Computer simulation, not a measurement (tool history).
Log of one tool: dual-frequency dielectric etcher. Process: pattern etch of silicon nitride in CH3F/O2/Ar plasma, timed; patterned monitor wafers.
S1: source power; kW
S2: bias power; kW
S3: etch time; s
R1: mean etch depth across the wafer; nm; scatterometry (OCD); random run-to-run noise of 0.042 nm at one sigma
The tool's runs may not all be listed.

run    day    S1     S2    S3      R1
  1      0  0.47  0.069  25.5  19.791
  2  0.233  0.45  0.069  25.5  19.517
  3  0.538  0.45  0.078  25.5  19.962
  4  0.792  0.45  0.078  25.5  19.982
  5  1.129  0.43  0.078  25.5  19.566
  6  1.371  0.42  0.078  25.5  19.476
  7    1.5  0.41  0.078  25.5  19.271

What does the tool deliver on the next run?
  8  1.617  0.41  0.078  25.5   ?

R1: 19.186 nm

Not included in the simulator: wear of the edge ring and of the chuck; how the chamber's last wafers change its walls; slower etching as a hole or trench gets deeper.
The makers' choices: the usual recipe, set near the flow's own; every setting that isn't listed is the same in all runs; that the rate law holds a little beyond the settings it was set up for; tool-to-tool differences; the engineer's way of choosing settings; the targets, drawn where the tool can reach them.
